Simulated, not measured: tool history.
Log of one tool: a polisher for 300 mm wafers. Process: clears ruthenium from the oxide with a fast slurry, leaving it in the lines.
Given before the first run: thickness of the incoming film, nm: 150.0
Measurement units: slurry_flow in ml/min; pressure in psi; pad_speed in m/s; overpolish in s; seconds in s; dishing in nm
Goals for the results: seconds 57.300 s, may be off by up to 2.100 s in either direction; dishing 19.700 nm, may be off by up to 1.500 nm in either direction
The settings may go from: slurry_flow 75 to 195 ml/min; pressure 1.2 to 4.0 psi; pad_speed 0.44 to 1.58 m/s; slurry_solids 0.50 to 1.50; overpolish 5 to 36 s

run 1 hour=0.0 | slurry_flow=125 pressure=2.6 pad_speed=1.00 slurry_solids=1.00 overpolish=18 | seconds=34.294 dishing=65.473
run 2 hour=3.6 | slurry_flow=155 pressure=2.6 pad_speed=1.00 slurry_solids=1.00 overpolish=18 | seconds=32.163 dishing=65.263
run 3 hour=9.1 | slurry_flow=160 pressure=2.4 pad_speed=0.98 slurry_solids=1.00 overpolish=17 | seconds=35.259 dishing=57.604
run 4 hour=13.1 | slurry_flow=190 pressure=2.4 pad_speed=0.98 slurry_solids=1.00 overpolish=17 | seconds=34.659 dishing=60.302
run 5 hour=17.0 | slurry_flow=190 pressure=2.4 pad_speed=0.98 slurry_solids=0.80 overpolish=17 | seconds=38.198 dishing=54.916
run 6 hour=21.2 | slurry_flow=190 pressure=1.8 pad_speed=0.98 slurry_solids=0.80 overpolish=17 | seconds=48.961 dishing=44.420
run 7 hour=26.7 | slurry_flow=185 pressure=1.8 pad_speed=0.98 slurry_solids=0.80 overpolish=16 | seconds=47.715 dishing=43.926
run 8 hour=30.1 | slurry_flow=185 pressure=1.7 pad_speed=0.98 slurry_solids=0.80 overpolish=15 | seconds=50.075 dishing=37.962
run 9 hour=35.2 | slurry_flow=185 pressure=1.7 pad_speed=0.98 slurry_solids=0.80 overpolish=14 | seconds=50.706 dishing=36.611
run 10 hour=38.8 | slurry_flow=180 pressure=1.7 pad_speed=0.98 slurry_solids=0.80 overpolish=13 | seconds=51.094 dishing=35.234
run 11 hour=42.3 | slurry_flow=175 pressure=1.6 pad_speed=0.98 slurry_solids=0.80 overpolish=12 | seconds=54.009 dishing=30.024
run 12 hour=49.2 | slurry_flow=175 pressure=1.6 pad_speed=0.98 slurry_solids=0.80 overpolish=11 | seconds=53.108 dishing=28.482
run 13 hour=55.9 | slurry_flow=175 pressure=1.6 pad_speed=0.98 slurry_solids=0.80 overpolish=10 | seconds=53.978 dishing=25.198

4 candidate next runs follow, results not yet known. Just one meets every target within its allowed miss. Identify it.
run A hour=62.6 | slurry_flow=145 pressure=2.1 pad_speed=0.82 slurry_solids=0.60 overpolish=8 | seconds=? dishing=?
run B hour=62.6 | slurry_flow=170 pressure=1.7 pad_speed=0.96 slurry_solids=0.90 overpolish=14 | seconds=? dishing=?
run C hour=62.6 | slurry_flow=145 pressure=1.2 pad_speed=1.08 slurry_solids=1.05 overpolish=10 | seconds=? dishing=?
run D hour=62.6 | slurry_flow=165 pressure=1.9 pad_speed=0.84 slurry_solids=0.55 overpolish=9 | seconds=? dishing=?

move=A seconds=57.267 dishing=20.315
move=B seconds=49.741 dishing=38.671
move=C seconds=57.666 dishing=24.877
move=D seconds=62.063 dishing=21.043
A: in spec on every target
B: lands further from the targets than the last run did
C: an improvement on the last run, though not all results are within tolerance
D: brings the last run's worst result on target, with another outside its allowed miss
Go with A: it meets all targets.

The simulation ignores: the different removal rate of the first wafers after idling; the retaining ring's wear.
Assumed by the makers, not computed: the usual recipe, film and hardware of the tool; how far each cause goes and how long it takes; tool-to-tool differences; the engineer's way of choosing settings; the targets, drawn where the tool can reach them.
